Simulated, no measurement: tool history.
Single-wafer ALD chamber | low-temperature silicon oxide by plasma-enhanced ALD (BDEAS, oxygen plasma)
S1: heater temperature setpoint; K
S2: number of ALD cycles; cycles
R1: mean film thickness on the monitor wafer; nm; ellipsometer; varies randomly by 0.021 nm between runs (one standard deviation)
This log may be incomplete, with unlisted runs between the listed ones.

run 1 hour=0.0 | S1=373.15 S2=58 | R1=7.9440
run 2 hour=2.1 | S1=373.15 S2=65 | R1=8.8962
run 3 hour=10.9 | S1=373.15 S2=69 | R1=9.4573
run 4 hour=15.7 | S1=375.15 S2=66 | R1=9.0541
run 5 hour=20.2 | S1=375.15 S2=63 | R1=8.6036
run 6 hour=24.7 | S1=383.15 S2=63 | R1=8.4959

Estimate the outcome of run 7 from the log above:
run 7 hour=27.1 | S1=384.15 S2=61 | R1=?

{"run 7": {"R1": 8.2275}}

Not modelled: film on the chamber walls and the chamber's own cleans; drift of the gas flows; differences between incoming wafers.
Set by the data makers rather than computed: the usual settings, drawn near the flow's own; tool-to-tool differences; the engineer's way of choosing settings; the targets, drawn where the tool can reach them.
